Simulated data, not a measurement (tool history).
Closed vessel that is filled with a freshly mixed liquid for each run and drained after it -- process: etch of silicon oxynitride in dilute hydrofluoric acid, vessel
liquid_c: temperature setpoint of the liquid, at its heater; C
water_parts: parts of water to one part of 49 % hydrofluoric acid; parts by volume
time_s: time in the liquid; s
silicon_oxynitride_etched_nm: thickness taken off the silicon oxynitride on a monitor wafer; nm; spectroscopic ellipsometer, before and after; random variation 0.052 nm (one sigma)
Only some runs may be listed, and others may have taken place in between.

run  hour  liquid_c  water_parts  time_s  silicon_oxynitride_etched_nm
  1     0        20          150     515                        4.1634
  2   3.3        20          195     515                         3.124
  3   6.7      22.5          160     515                         4.409
  4  12.7      22.5          105     515                        6.9799
  5  18.1      22.5           65     515                        11.549
  6  23.4      22.5          115     515                        6.2567
  7  32.5        24          105     515                        7.4663
  8  41.2        25          100     515                        8.2093
  9  45.9        26          100     515                        8.6573
 10    50      26.5          100     515                        8.7826

Predict the results of run 11:
 11  55.6        27          100     515                             ?

Run 11 gave silicon_oxynitride_etched_nm 9.0555 nm.
